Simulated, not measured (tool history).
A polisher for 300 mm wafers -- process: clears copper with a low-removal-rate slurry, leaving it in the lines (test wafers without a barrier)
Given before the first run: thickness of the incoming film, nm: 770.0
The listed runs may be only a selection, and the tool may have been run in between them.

run    day  flow of slurry (ml/min)  pressure of the wafer on the pad (psi)  speed of the pad under the wafer (cm/s)  abrasive content of the slurry  overpolish time after the end point (s)  time until the end point was called (s)  dishing of a wide line in a test structure (angstrom)
  1      0                      295                                     3.8                                      132                               1                                       14                                   164.42                                                  400.8
  2  0.167                      295                                     3.6                                      132                               1                                       16                                   173.76                                                 423.77
  3  0.233                      295                                     3.5                                      132                               1                                       17                                   178.72                                                  439.9
  4  0.417                      295                                     3.4                                      132                               1                                       18                                   181.36                                                  434.6
  5  0.546                      295                                     3.4                                      132                               1                                       16                                   182.65                                                 392.95
  6    0.6                      295                                     3.4                                      132                               1                                       11                                   181.28                                                 302.47
  7  0.629                      295                                     3.4                                      130                               1                                       14                                    186.1                                                 359.94

Estimate the outcome of run 8 from the log above:
  8  0.854                      295                                     3.4                                      130                               1                                       16                                        ?                                                      ?

{"run 8": {"time until the end point was called (s)": 186.94, "dishing of a wide line in a test structure (angstrom)": 399.9}}
